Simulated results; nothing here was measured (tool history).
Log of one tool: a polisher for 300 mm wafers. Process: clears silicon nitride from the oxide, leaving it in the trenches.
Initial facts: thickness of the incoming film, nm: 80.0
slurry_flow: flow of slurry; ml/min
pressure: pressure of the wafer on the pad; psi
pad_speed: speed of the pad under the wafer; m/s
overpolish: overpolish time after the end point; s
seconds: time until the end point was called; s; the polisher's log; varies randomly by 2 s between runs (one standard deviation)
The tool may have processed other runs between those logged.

run,hour,slurry_flow,pressure,pad_speed,overpolish,seconds
1,0,300,2.5,0.82,6,99.358
2,2.9,365,2.5,0.82,6,98.685
3,10.2,365,2.5,0.66,6,116.27
4,14.8,440,2.5,0.66,6,115.39
5,19.8,395,2.5,0.66,6,117.94
6,22,345,2.5,0.66,6,117.82
7,24.5,345,1.8,0.64,6,144.71
8,30.8,345,1.7,0.64,6,151.24
9,39.9,345,1.6,0.64,6,155.81

What will run 10 give?
10,45.5,345,1.5,0.64,6,?

Run 10 measured seconds 157.98 s.
